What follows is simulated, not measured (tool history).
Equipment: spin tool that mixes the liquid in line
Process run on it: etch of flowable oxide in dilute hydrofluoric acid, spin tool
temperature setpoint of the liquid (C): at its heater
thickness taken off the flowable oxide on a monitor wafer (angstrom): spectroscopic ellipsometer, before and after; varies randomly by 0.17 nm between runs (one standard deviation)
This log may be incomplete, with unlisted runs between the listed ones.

run    day  temperature setpoint of the liquid (C)  parts of water to one part of 49 % hydrofluoric acid (parts by volume)  time under the liquid (s)  thickness taken off the flowable oxide on a monitor wafer (angstrom)
  1  0.000                                    21.0                                                                     180                         90                                                               149.370
  2  0.267                                    21.0                                                                     180                         90                                                               146.310
  3  0.500                                    21.0                                                                     230                         90                                                               110.020
  4  0.829                                    18.0                                                                     230                         90                                                                99.074
  5  1.129                                    19.5                                                                     220                         90                                                               109.740
  6  1.308                                    20.5                                                                     215                         90                                                               114.760
     1.412  -- thermometer replaced
  7  1.412                                    21.5                                                                     210                         90                                                               130.580
  8  1.671                                    22.5                                                                     210                         90                                                               138.610
  9  1.867                                    23.5                                                                     210                         90                                                               144.890
 10  2.225                                    24.0                                                                     210                         90                                                               144.750

For run 11, what comes out?
 11  2.317                                    24.5                                                                     210                         90                                                                     ?

Run 11 gave thickness taken off the flowable oxide on a monitor wafer (angstrom) 148.440.
